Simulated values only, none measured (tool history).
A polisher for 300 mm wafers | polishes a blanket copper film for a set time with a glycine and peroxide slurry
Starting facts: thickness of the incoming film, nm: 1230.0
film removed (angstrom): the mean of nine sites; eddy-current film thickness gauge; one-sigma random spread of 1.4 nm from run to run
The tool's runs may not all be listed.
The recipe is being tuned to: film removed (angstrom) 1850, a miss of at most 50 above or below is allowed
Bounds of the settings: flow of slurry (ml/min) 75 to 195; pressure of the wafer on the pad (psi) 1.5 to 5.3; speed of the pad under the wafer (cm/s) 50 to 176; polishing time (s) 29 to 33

run   hour  flow of slurry (ml/min)  pressure of the wafer on the pad (psi)  speed of the pad under the wafer (cm/s)  polishing time (s)  film removed (angstrom)
  1      0                      125                                     3.4                                      112                  33                   2026.5
  2    4.1                      125                                       4                                      112                  33                   2303.4
  3   12.6                      120                                     3.9                                      112                  33                   2230.2
  4   20.7                      120                                     3.9                                      134                  33                   2617.7
  5   26.6                      120                                     3.9                                      162                  33                   3113.1
  6   33.1                      115                                     3.6                                      162                  33                   2904.3
  7     37                      110                                     3.4                                      162                  33                   2780.4
  8   42.1                      110                                     3.2                                      162                  33                   2616.5
  9     48                      110                                       3                                      162                  33                   2450.7
 10   56.9                      110                                     2.9                                      162                  33                     2405
 11   59.5                      110                                     2.8                                      162                  33                   2325.5
 12   64.9                      110                                     2.7                                      162                  33                   2288.5
 13   69.2                      110                                     2.6                                      162                  33                   2231.3
      75.8  -- head pressure recalibrated
 14   75.8                      110                                     2.5                                      162                  33                   2281.3
 15   79.1                      105                                     2.4                                      162                  33                   2227.4
 16   85.9                       90                                     1.6                                      162                  33                   1581.2
 17   87.2                       95                                     1.6                                      162                  33                   1613.8
 18   93.1                      100                                     1.6                                      162                  33                     1613
 19     95                      105                                     1.6                                      162                  33                   1667.4
 20  101.7                      110                                     1.6                                      162                  33                   1691.7
 21  110.6                      115                                     1.6                                      162                  33                   1698.5
 22  119.6                      120                                     1.6                                      162                  33                   1729.5
 23  122.7                      120                                     1.6                                      162                  33                   1728.9

Next run, 5 choices. One meets every target within its allowed miss, the rest don't. Which?
  A  125.8                      135                                     2.3                                      138                  29                        ?
  B  125.8                      170                                     1.8                                      174                  31                        ?
  C  125.8                       95                                       2                                      172                  31                        ?
  D  125.8                      145                                     1.8                                      170                  33                        ?
  E  125.8                      120                                     1.5                                      168                  33                        ?

move  film removed (angstrom)
   A                   1739.3
   B                   1997.4
   C                   1866.2
   D                   2027.5
   E                   1714.8
A: closes in on the targets versus the last run, not all within tolerance yet
B: carries the result that was furthest off beyond its target, to the other side
C: meets every target
D: carries the result that was furthest off beyond its target, to the other side
E: moves away from the targets compared with the last run
Move C is the one to make.

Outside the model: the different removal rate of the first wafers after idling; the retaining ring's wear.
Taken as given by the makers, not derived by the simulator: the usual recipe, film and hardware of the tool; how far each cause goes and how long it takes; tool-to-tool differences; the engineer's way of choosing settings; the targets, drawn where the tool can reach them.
